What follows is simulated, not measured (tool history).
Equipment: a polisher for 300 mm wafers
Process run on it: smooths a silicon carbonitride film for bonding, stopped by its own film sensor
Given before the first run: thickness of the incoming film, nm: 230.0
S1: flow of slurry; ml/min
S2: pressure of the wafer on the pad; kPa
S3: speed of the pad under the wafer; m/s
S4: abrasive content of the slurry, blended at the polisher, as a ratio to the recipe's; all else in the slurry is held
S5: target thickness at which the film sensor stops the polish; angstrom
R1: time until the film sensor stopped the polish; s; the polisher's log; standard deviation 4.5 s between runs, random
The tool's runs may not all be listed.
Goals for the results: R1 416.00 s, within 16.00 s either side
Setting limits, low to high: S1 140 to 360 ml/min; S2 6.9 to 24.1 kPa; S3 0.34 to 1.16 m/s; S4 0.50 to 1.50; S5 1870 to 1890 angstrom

run,hour,S1,S2,S3,S4,S5,R1
1,0.0,230,15.2,0.74,1.00,1890,184.18
2,4.0,230,18.6,0.74,1.00,1890,150.32
3,10.9,230,15.9,0.68,1.00,1890,188.26
4,16.7,230,13.8,0.68,1.00,1890,216.31
5,20.1,230,12.4,0.64,1.00,1890,247.34
6,22.0,230,11.0,0.60,1.00,1890,297.18
7,24.9,230,10.3,0.60,1.00,1890,308.73
8,25.6,230,9.7,0.60,1.00,1890,327.09
9,32.8,230,9.0,0.60,1.00,1890,347.48
10,41.8,230,8.3,0.60,1.00,1890,385.58

Exactly one of the 4 candidate moves below puts every result within its allowed miss. Which one?
A,50.8,285,12.4,0.52,0.65,1890,?
B,50.8,215,7.6,0.64,1.00,1870,?
C,50.8,275,7.6,0.74,1.10,1870,?
D,50.8,205,9.7,0.54,0.90,1890,?

move,R1
A,325.41
B,420.05
C,354.44
D,376.95
A: its largest miss is bigger than the last run's
B: meets every target
C: its largest miss is bigger than the last run's
D: its largest miss is bigger than the last run's
B meets every target.

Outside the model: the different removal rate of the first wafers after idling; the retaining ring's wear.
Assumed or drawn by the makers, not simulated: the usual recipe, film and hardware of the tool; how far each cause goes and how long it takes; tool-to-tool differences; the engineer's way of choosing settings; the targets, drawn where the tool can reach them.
